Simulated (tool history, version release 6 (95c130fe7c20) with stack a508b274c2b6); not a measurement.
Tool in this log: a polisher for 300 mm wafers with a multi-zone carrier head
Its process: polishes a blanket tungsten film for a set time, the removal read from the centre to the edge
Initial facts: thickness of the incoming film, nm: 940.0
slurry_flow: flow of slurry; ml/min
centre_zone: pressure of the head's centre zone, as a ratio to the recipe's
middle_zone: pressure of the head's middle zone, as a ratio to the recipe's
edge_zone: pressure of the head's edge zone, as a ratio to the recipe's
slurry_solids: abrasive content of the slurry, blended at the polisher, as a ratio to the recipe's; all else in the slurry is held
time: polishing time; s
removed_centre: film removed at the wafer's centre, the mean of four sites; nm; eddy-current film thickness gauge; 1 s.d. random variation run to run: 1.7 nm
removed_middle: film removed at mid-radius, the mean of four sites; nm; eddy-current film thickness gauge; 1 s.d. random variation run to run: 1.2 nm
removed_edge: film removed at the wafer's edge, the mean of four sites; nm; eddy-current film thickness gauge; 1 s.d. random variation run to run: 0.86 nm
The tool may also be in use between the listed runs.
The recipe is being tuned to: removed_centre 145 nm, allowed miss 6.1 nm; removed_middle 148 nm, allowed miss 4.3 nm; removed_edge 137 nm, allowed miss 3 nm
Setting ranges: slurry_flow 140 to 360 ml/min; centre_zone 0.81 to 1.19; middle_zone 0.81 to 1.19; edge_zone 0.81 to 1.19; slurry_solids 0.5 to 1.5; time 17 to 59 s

{"run": 1, "hour": 0.0, "slurry_flow": 230, "centre_zone": 1, "middle_zone": 1, "edge_zone": 1, "slurry_solids": 1, "time": 38, "removed_centre": 238.84, "removed_middle": 250.3, "removed_edge": 232.77}
{"run": 2, "hour": 4.7, "slurry_flow": 225, "centre_zone": 1, "middle_zone": 0.99, "edge_zone": 0.98, "slurry_solids": 0.95, "time": 36, "removed_centre": 218.97, "removed_middle": 227.32, "removed_edge": 214.53}
{"run": 3, "hour": 9.1, "slurry_flow": 195, "centre_zone": 1, "middle_zone": 0.99, "edge_zone": 0.98, "slurry_solids": 0.95, "time": 36, "removed_centre": 215.6, "removed_middle": 220.79, "removed_edge": 214.12}
{"run": 4, "hour": 10.2, "slurry_flow": 195, "centre_zone": 1, "middle_zone": 0.99, "edge_zone": 0.98, "slurry_solids": 0.85, "time": 36, "removed_centre": 209.19, "removed_middle": 218.15, "removed_edge": 205.1}
{"run": 5, "hour": 18.4, "slurry_flow": 195, "centre_zone": 1, "middle_zone": 0.99, "edge_zone": 0.98, "slurry_solids": 0.85, "time": 43, "removed_centre": 254.99, "removed_middle": 260.95, "removed_edge": 246.04}
{"run": 6, "hour": 22.3, "slurry_flow": 195, "centre_zone": 1.04, "middle_zone": 0.99, "edge_zone": 0.98, "slurry_solids": 0.85, "time": 43, "removed_centre": 260.02, "removed_middle": 259.99, "removed_edge": 247.97}
{"run": 7, "hour": 28.2, "slurry_flow": 200, "centre_zone": 1.03, "middle_zone": 0.98, "edge_zone": 0.96, "slurry_solids": 0.8, "time": 41, "removed_centre": 245.01, "removed_middle": 240.41, "removed_edge": 228.04}
{"run": 8, "hour": 32.3, "slurry_flow": 200, "centre_zone": 1.01, "middle_zone": 0.97, "edge_zone": 0.95, "slurry_solids": 0.75, "time": 39, "removed_centre": 218.71, "removed_middle": 223.07, "removed_edge": 213.64}
{"run": 9, "hour": 38.3, "slurry_flow": 200, "centre_zone": 1.02, "middle_zone": 0.97, "edge_zone": 0.94, "slurry_solids": 0.7, "time": 37, "removed_centre": 205.2, "removed_middle": 208.34, "removed_edge": 197.58}
{"run": 10, "hour": 46.3, "slurry_flow": 200, "centre_zone": 1.02, "middle_zone": 0.97, "edge_zone": 0.93, "slurry_solids": 0.65, "time": 36, "removed_centre": 198.13, "removed_middle": 195.35, "removed_edge": 185.8}
{"run": 11, "hour": 48.9, "slurry_flow": 200, "centre_zone": 1.01, "middle_zone": 0.97, "edge_zone": 0.92, "slurry_solids": 0.65, "time": 35, "removed_centre": 193.36, "removed_middle": 193.36, "removed_edge": 178.28}
{"run": 12, "hour": 50.6, "slurry_flow": 200, "centre_zone": 1, "middle_zone": 0.96, "edge_zone": 0.91, "slurry_solids": 0.65, "time": 34, "removed_centre": 182.54, "removed_middle": 183.68, "removed_edge": 175.02}
{"run": 13, "hour": 54.0, "slurry_flow": 200, "centre_zone": 1, "middle_zone": 0.96, "edge_zone": 0.9, "slurry_solids": 0.65, "time": 33, "removed_centre": 176.2, "removed_middle": 181.28, "removed_edge": 166.73}
{"run": 14, "hour": 56.2, "slurry_flow": 200, "centre_zone": 1, "middle_zone": 0.95, "edge_zone": 0.89, "slurry_solids": 0.65, "time": 33, "removed_centre": 176.71, "removed_middle": 177.98, "removed_edge": 168.24}
{"run": 15, "hour": 64.8, "slurry_flow": 200, "centre_zone": 1, "middle_zone": 0.95, "edge_zone": 0.88, "slurry_solids": 0.65, "time": 32, "removed_centre": 168.39, "removed_middle": 169.78, "removed_edge": 162.87}

4 next moves are on the table. One of them brings every result within its allowed miss. Which?
{"run": "A", "hour": 73.4, "slurry_flow": 150, "centre_zone": 1.04, "middle_zone": 1.01, "edge_zone": 0.94, "slurry_solids": 0.65, "time": 27, "removed_centre": "?", "removed_middle": "?", "removed_edge": "?"}
{"run": "B", "hour": 73.4, "slurry_flow": 240, "centre_zone": 1.07, "middle_zone": 0.87, "edge_zone": 0.84, "slurry_solids": 0.6, "time": 30, "removed_centre": "?", "removed_middle": "?", "removed_edge": "?"}
{"run": "C", "hour": 73.4, "slurry_flow": 205, "centre_zone": 1.12, "middle_zone": 1.16, "edge_zone": 0.92, "slurry_solids": 0.5, "time": 33, "removed_centre": "?", "removed_middle": "?", "removed_edge": "?"}
{"run": "D", "hour": 73.4, "slurry_flow": 195, "centre_zone": 0.86, "middle_zone": 0.92, "edge_zone": 0.84, "slurry_solids": 0.7, "time": 29, "removed_centre": "?", "removed_middle": "?", "removed_edge": "?"}

move=A removed_centre=145.38 removed_middle=147.47 removed_edge=136.29
move=B removed_centre=171.13 removed_middle=148.22 removed_edge=146.09
move=C removed_centre=182.83 removed_middle=192.69 removed_edge=155.05
move=D removed_centre=136.17 removed_middle=154.44 removed_edge=145.83
A: every result within its allowed miss
B: gains on the last run, yet a result remains outside its allowed miss
C: its largest miss is bigger than the last run's
D: gains on the last run, yet a result remains outside its allowed miss
So the answer is move A, the one that meets all the targets.

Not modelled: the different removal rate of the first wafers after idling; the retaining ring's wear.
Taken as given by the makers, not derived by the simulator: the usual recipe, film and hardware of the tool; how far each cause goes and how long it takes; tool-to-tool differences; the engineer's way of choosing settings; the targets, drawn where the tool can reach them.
